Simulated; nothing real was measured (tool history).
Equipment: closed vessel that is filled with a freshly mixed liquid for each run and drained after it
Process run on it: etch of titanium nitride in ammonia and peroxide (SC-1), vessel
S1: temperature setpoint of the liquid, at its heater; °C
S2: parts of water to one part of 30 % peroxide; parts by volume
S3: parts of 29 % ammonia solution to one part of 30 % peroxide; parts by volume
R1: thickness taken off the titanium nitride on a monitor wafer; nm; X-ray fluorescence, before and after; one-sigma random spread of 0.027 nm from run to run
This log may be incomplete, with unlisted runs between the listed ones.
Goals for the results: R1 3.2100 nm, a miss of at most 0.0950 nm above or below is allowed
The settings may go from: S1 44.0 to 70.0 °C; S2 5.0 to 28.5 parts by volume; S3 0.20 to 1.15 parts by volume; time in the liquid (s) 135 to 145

Run 1, hour 0.0: S1 60.0 °C, S2 15.5 parts by volume, S3 0.65 parts by volume, time in the liquid (s) 135. Result: R1 7.2653 nm.
Run 2, hour 7.6: S1 60.0 °C, S2 15.5 parts by volume, S3 0.45 parts by volume, time in the liquid (s) 135. Result: R1 6.9336 nm.
Run 3, hour 11.1: S1 60.0 °C, S2 21.0 parts by volume, S3 0.45 parts by volume, time in the liquid (s) 135. Result: R1 5.8477 nm.
Run 4, hour 19.2: S1 58.5 °C, S2 21.0 parts by volume, S3 0.45 parts by volume, time in the liquid (s) 135. Result: R1 5.2124 nm.
Run 5, hour 24.4: S1 57.5 °C, S2 21.0 parts by volume, S3 0.45 parts by volume, time in the liquid (s) 135. Result: R1 4.9628 nm.
Run 6, hour 26.0: S1 62.5 °C, S2 21.0 parts by volume, S3 0.45 parts by volume, time in the liquid (s) 135. Result: R1 6.8985 nm.
Run 7, hour 30.7: S1 61.0 °C, S2 21.0 parts by volume, S3 0.45 parts by volume, time in the liquid (s) 135. Result: R1 6.2638 nm.
Run 8, hour 38.4: S1 59.5 °C, S2 21.0 parts by volume, S3 0.45 parts by volume, time in the liquid (s) 135. Result: R1 5.7062 nm.
Run 9, hour 39.6: S1 58.0 °C, S2 21.0 parts by volume, S3 0.45 parts by volume, time in the liquid (s) 135. Result: R1 5.0594 nm.
Run 10, hour 40.6: S1 57.0 °C, S2 21.0 parts by volume, S3 0.45 parts by volume, time in the liquid (s) 135. Result: R1 4.7522 nm.
Run 11, hour 45.7: S1 56.0 °C, S2 21.0 parts by volume, S3 0.45 parts by volume, time in the liquid (s) 135. Result: R1 4.5014 nm.
Run 12, hour 47.5: S1 55.0 °C, S2 21.0 parts by volume, S3 0.45 parts by volume, time in the liquid (s) 135. Result: R1 4.1493 nm.
Run 13, hour 51.0: S1 54.5 °C, S2 21.0 parts by volume, S3 0.45 parts by volume, time in the liquid (s) 135. Result: R1 4.0841 nm.
Run 14, hour 58.3: S1 54.0 °C, S2 21.0 parts by volume, S3 0.45 parts by volume, time in the liquid (s) 135. Result: R1 3.8719 nm.
Run 15, hour 66.5: S1 53.5 °C, S2 21.0 parts by volume, S3 0.45 parts by volume, time in the liquid (s) 135. Result: R1 3.7607 nm.
Run 16, hour 68.4: S1 53.0 °C, S2 21.0 parts by volume, S3 0.45 parts by volume, time in the liquid (s) 135. Result: R1 3.6874 nm.
Run 17, hour 74.6: S1 53.0 °C, S2 21.0 parts by volume, S3 0.45 parts by volume, time in the liquid (s) 135. Result: R1 3.6112 nm.

Which of these 4 next moves meets every target?
Run A, hour 80.8: S1 49.0 °C, S2 14.0 parts by volume, S3 0.70 parts by volume, time in the liquid (s) 135. Result: R1 ?.
Run B, hour 80.8: S1 51.5 °C, S2 23.0 parts by volume, S3 0.55 parts by volume, time in the liquid (s) 135. Result: R1 ?.
Run C, hour 80.8: S1 49.0 °C, S2 15.5 parts by volume, S3 0.55 parts by volume, time in the liquid (s) 135. Result: R1 ?.
Run D, hour 80.8: S1 53.0 °C, S2 22.0 parts by volume, S3 0.45 parts by volume, time in the liquid (s) 135. Result: R1 ?.

move      R1
   A  3.7447
   B  3.2472
   C  3.3960
   D  3.5546
A: the biggest miss grows against the last run
B: meets every target
C: closes in on the targets versus the last run, not all within tolerance yet
D: closes in on the targets versus the last run, not all within tolerance yet
Go with B: it meets all targets.

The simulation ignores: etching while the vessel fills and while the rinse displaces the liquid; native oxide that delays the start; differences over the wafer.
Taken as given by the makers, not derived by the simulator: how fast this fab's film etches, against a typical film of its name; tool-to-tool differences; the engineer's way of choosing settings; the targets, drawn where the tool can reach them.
